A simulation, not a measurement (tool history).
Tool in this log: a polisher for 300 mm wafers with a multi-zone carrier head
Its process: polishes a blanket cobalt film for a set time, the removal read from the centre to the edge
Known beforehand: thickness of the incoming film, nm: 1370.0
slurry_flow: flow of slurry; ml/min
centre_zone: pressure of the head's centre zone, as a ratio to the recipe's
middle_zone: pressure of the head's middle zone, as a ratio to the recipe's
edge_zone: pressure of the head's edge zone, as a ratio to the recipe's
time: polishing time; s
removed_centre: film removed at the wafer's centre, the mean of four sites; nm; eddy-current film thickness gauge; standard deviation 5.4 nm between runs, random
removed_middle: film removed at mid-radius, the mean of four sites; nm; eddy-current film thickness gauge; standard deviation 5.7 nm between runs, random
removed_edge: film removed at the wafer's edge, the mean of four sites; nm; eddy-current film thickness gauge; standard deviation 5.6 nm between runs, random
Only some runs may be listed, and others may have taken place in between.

run	day	slurry_flow	centre_zone	middle_zone	edge_zone	time	removed_centre	removed_middle	removed_edge
1	0.000	140	1.00	1.00	1.00	77	442.47	441.04	438.84
2	0.333	155	1.00	1.00	1.00	77	447.41	443.93	447.38
3	0.546	165	1.00	1.02	1.04	81	481.83	485.93	493.59
4	0.746	175	1.01	1.04	1.08	83	495.13	506.83	502.33
5	0.962	175	1.01	1.12	1.08	83	496.41	530.68	513.55
6	1.200	180	1.00	1.10	1.11	86	520.30	548.90	533.27
7	1.221	180	0.98	1.07	1.13	89	523.25	549.01	566.05
8	1.408	185	0.98	1.08	1.14	90	533.17	571.03	575.06
9	1.567	190	0.98	1.07	1.15	91	546.72	577.00	580.06
10	1.658	190	0.98	1.07	1.15	91	543.38	580.34	579.50
11	1.904	185	0.98	1.07	1.16	92	542.31	587.07	587.07

Run 12 is up next; what results do you expect?
12	1.958	190	0.97	1.05	1.17	93	?	?	?

removed_centre: 551.54 nm
removed_middle: 573.24 nm
removed_edge: 598.79 nm
